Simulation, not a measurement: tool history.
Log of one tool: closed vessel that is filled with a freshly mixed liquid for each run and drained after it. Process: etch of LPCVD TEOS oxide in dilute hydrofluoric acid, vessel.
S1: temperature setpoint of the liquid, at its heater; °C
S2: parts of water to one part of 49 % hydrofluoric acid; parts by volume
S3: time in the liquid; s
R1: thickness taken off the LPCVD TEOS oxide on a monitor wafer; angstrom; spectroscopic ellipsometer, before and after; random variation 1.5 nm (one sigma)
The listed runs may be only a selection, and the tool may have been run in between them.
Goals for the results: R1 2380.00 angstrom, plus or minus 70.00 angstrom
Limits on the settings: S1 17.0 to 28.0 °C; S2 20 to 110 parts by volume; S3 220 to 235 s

run  hour    S1  S2   S3       R1
  1   0.0  20.0  60  220   780.92
  2   5.7  21.0  55  220   894.25
  3   8.2  19.5  55  220   847.68
  4  16.2  20.5  50  220   972.98
  5  17.3  18.5  50  220   892.67
  6  18.3  17.0  50  220   857.01
  7  23.8  18.0  45  220   982.61
  8  27.2  19.0  40  220  1169.70
  9  31.0  19.0  40  220  1180.70
 10  39.0  20.0  40  220  1212.50
 11  43.9  21.0  40  220  1272.30
 12  45.3  21.5  40  220  1299.30
 13  53.6  22.0  40  220  1340.00
 14  59.1  22.5  40  220  1354.80
 15  65.0  23.0  40  220  1376.30
 16  73.3  23.5  40  220  1388.30
 17  76.9  24.0  40  220  1444.40
 18  78.0  24.5  40  220  1465.90
 19  82.6  25.0  40  220  1485.10
 20  91.6  25.5  40  220  1551.90

Consider the 4 candidate settings below. Which is the only one whose results all fall within their allowed miss of target?
  A  100.6  24.5  25  235   ?
  B  100.6  28.0  25  235   ?
  C  100.6  23.0  25  235   ?
  D  100.6  27.0  25  235   ?

move       R1
   A  2558.60
   B  2957.00
   C  2402.00
   D  2838.30
A: pushes the last run's worst result past its target
B: pushes the last run's worst result past its target
C: meets every target
D: pushes the last run's worst result past its target
Answer: C

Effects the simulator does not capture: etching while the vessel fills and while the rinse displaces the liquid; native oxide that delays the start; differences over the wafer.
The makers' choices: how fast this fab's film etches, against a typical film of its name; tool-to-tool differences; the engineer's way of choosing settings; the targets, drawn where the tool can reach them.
